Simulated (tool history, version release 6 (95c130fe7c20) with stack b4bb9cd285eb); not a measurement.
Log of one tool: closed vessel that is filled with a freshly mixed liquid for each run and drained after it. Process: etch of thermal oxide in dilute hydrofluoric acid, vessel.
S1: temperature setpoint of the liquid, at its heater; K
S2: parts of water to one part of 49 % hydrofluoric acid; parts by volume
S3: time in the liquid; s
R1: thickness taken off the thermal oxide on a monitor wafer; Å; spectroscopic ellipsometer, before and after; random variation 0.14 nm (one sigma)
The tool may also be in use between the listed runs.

run,day,S1,S2,S3,R1
1,0.000,298.15,100,1065,542.51
2,0.262,297.15,105,1065,493.24
3,0.329,297.15,85,1065,624.69
4,0.542,297.15,105,1065,490.28
5,0.742,296.15,110,1065,452.49
6,0.821,293.65,110,1065,409.49
7,0.925,293.15,115,1065,378.90
8,1.058,292.65,115,1065,371.96
9,1.179,292.65,115,1065,370.83
10,1.321,292.15,115,1065,361.89
11,1.658,292.15,115,1065,364.56
12,1.896,291.15,125,1065,320.27

The next listed run, before its measurement:
13,1.942,290.65,130,1065,?

R1: 296.76 Å
